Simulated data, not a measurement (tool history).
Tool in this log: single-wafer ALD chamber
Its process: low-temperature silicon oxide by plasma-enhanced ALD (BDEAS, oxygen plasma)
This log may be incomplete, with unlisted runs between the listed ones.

run,hour,heater temperature setpoint (°C),number of ALD cycles (cycles),mean film thickness on the monitor wafer (nm)
1,0.0,85,21,3.3208
2,3.4,88,20,3.1077
3,7.9,90,19,2.9441
4,11.5,96,19,2.8697
5,17.8,98,18,2.6894
6,26.5,99,18,2.7016
7,30.7,100,18,2.6862

The next listed run, before its measurement:
8,34.8,101,18,?

Logged for run 8: mean film thickness on the monitor wafer (nm) 2.6851.
